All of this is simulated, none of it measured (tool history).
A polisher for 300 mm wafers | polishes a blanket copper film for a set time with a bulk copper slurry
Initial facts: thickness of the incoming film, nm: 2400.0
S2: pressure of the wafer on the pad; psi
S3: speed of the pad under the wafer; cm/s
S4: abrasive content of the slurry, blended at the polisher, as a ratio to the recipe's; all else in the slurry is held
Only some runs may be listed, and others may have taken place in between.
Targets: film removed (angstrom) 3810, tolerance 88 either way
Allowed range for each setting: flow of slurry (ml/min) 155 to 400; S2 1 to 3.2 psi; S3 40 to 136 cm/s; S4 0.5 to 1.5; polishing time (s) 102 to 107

run 1 hour=0 | flow_of_slurry_(ml/min)=255 S2=2.1 S3=88 S4=1 polishing_time_(s)=102 | film_removed_(angstrom)=5608.8
run 2 hour=7.4 | flow_of_slurry_(ml/min)=255 S2=2.6 S3=88 S4=1 polishing_time_(s)=102 | film_removed_(angstrom)=6516.6
run 3 hour=12.4 | flow_of_slurry_(ml/min)=210 S2=2.6 S3=88 S4=1 polishing_time_(s)=102 | film_removed_(angstrom)=6353.9
run 4 hour=14.1 | flow_of_slurry_(ml/min)=205 S2=2.3 S3=88 S4=1 polishing_time_(s)=102 | film_removed_(angstrom)=5757.9
run 5 hour=18 | flow_of_slurry_(ml/min)=260 S2=2.3 S3=88 S4=1 polishing_time_(s)=102 | film_removed_(angstrom)=5994.3
run 6 hour=22.1 | flow_of_slurry_(ml/min)=260 S2=2.3 S3=88 S4=1 polishing_time_(s)=102 | film_removed_(angstrom)=5928.3
run 7 hour=30.2 | flow_of_slurry_(ml/min)=250 S2=2 S3=88 S4=1 polishing_time_(s)=102 | film_removed_(angstrom)=5428.2
run 8 hour=32.5 | flow_of_slurry_(ml/min)=250 S2=1.4 S3=84 S4=1 polishing_time_(s)=102 | film_removed_(angstrom)=4216.8

Below are 4 possible settings for the next run. Only one of them brings all results inside the allowed miss of their targets. Which is it?
run A hour=34.8 | flow_of_slurry_(ml/min)=240 S2=1.3 S3=78 S4=1.2 polishing_time_(s)=106 | film_removed_(angstrom)=?
run B hour=34.8 | flow_of_slurry_(ml/min)=280 S2=1.9 S3=64 S4=1.25 polishing_time_(s)=107 | film_removed_(angstrom)=?
run C hour=34.8 | flow_of_slurry_(ml/min)=270 S2=1.4 S3=88 S4=1 polishing_time_(s)=102 | film_removed_(angstrom)=?
run D hour=34.8 | flow_of_slurry_(ml/min)=250 S2=1.3 S3=80 S4=0.95 polishing_time_(s)=102 | film_removed_(angstrom)=?

move=A film_removed_(angstrom)=4099
move=B film_removed_(angstrom)=4298.6
move=C film_removed_(angstrom)=4497.1
move=D film_removed_(angstrom)=3888.5
A: moves toward the targets from the last run without getting all of them in spec
B: misses by more than the last run did
C: misses by more than the last run did
D: all results in spec
Answer: D

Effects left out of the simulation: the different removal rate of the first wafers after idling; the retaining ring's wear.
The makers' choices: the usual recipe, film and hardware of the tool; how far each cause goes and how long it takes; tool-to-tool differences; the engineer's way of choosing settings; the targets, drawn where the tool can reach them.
